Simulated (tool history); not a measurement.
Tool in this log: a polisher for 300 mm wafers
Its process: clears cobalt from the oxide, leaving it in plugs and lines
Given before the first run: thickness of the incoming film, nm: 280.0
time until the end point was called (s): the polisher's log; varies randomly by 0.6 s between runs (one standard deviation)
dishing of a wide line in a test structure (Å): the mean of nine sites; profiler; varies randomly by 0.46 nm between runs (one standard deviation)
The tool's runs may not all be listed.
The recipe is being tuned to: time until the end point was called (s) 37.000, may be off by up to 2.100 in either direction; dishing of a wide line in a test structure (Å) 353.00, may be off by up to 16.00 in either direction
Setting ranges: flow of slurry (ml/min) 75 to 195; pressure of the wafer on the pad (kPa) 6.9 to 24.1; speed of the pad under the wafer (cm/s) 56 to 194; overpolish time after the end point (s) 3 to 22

run    day  flow of slurry (ml/min)  pressure of the wafer on the pad (kPa)  speed of the pad under the wafer (cm/s)  overpolish time after the end point (s)  time until the end point was called (s)  dishing of a wide line in a test structure (Å)
  1  0.000                      125                                    15.2                                      124                                       11                                   34.812                                          471.70
  2  0.225                      125                                    18.6                                      124                                       11                                   28.519                                          491.55
  3  0.312                      125                                    17.9                                      122                                        9                                   29.949                                          450.84
  4  0.467                      125                                    17.2                                      120                                        8                                   30.773                                          420.78
  5  0.521                      150                                    17.2                                      120                                        8                                   30.453                                          427.45
  6  0.617                      150                                    16.5                                      118                                        7                                   32.019                                          385.47
  7  0.988                      150                                    16.5                                      118                                        7                                   31.205                                          389.53
  8  1.083                      150                                    15.9                                      118                                        7                                   33.058                                          377.13
  9  1.333                      150                                    15.2                                      118                                        7                                   35.934                                          367.80
 10  1.588                      150                                    14.5                                      118                                        6                                   34.972                                          328.41
 11  1.833                      150                                    14.5                                      116                                        6                                   36.805                                          324.61
 12  1.933                      150                                    14.5                                      116                                        9                                   37.414                                          411.18

5 next moves are on the table. One of them brings every result within its allowed miss. Which?
  A  2.033                      135                                    13.1                                      126                                        6                                        ?                                               ?
  B  2.033                      155                                    15.9                                      100                                       11                                        ?                                               ?
  C  2.033                      175                                    11.7                                      136                                        7                                        ?                                               ?
  D  2.033                      165                                    15.9                                      108                                       11                                        ?                                               ?
  E  2.033                      145                                    13.1                                      128                                       14                                        ?                                               ?

move  time until the end point was called (s)  dishing of a wide line in a test structure (Å)
   A                                   38.613                                          322.82
   B                                   39.260                                          452.19
   C                                   38.211                                          358.87
   D                                   36.095                                          469.31
   E                                   37.553                                          507.86
A: pushes the last run's worst result past its target
B: its largest miss is bigger than the last run's
C: in spec on every target
D: its largest miss is bigger than the last run's
E: its largest miss is bigger than the last run's
The move that meets every target is C.

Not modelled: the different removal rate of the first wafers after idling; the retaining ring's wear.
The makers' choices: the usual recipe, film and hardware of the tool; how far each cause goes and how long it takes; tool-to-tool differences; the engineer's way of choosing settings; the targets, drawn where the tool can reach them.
